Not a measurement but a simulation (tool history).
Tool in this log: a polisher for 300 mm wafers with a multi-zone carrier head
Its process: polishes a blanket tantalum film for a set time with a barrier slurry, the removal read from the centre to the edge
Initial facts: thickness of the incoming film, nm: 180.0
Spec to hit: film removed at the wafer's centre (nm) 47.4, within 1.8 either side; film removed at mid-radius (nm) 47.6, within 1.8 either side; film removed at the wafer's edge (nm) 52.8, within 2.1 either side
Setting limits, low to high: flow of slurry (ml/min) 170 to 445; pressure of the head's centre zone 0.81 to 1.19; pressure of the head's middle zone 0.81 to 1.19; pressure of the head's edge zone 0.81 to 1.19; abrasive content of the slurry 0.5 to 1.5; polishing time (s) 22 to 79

run	hour	flow of slurry (ml/min)	pressure of the head's centre zone	pressure of the head's middle zone	pressure of the head's edge zone	abrasive content of the slurry	polishing time (s)	film removed at the wafer's centre (nm)	film removed at mid-radius (nm)	film removed at the wafer's edge (nm)
1	0	285	1	1	1	1	50	62.765	62.468	60.047
2	7.5	285	1	1	1	1	60	75.537	76.336	72.346
3	9.1	280	0.97	0.97	1	0.9	58	66.87	68.816	68.757
4	10.8	280	0.97	1.05	1	0.9	58	67.26	72.701	66.969
5	13.9	280	0.97	0.97	1	0.9	58	67.279	69.004	67.98
6	18.2	275	0.96	0.94	0.99	0.8	57	64.343	62.231	62.656
7	20.1	270	0.93	0.92	0.99	0.75	57	58.904	59.429	60.043
8	20.7	265	0.91	0.9	1	0.7	57	56.758	55.703	60.007
9	25.5	260	0.89	0.89	0.98	0.7	57	55.121	54.657	58.916
10	28	255	0.87	0.88	0.96	0.7	57	53.109	55.429	58.359
11	32.3	250	0.86	0.87	0.96	0.65	57	50.278	52.108	55.565
12	40.6	240	0.86	0.86	0.96	0.65	57	50.47	51.234	55.984
13	47	235	0.86	0.85	0.95	0.65	57	50.38	50.84	55.173
14	48.8	220	0.83	0.81	0.93	0.55	57	42.963	43.563	50.079
15	54.5	235	0.84	0.82	0.93	0.55	57	44.525	44.33	49.52
16	56.5	240	0.84	0.83	0.94	0.55	57	44.918	45.596	48.769
17	58.6	235	0.84	0.84	0.95	0.55	57	44.313	45.38	50.312
18	67	265	0.89	0.87	0.98	0.6	57	50.959	50.484	53.24

Next run, 4 choices. One meets every target within its allowed miss, the rest don't. Which?
A	75.4	225	0.81	0.93	1	0.8	50	?	?	?
B	75.4	350	1	0.9	0.96	0.6	56	?	?	?
C	75.4	235	0.88	0.86	1	0.85	47	?	?	?
D	75.4	315	0.98	0.84	0.93	0.65	54	?	?	?

move	film removed at the wafer's centre (nm)	film removed at mid-radius (nm)	film removed at the wafer's edge (nm)
A	46.007	53.678	54.945
B	56.129	52.504	53.691
C	47.994	48.731	53.229
D	55.119	49.676	53.12
A: gets the furthest-off result to its target, but another result is out of tolerance
B: further off than the last run
C: meets every target
D: further off than the last run
So the answer is move C, the one that meets all the targets.
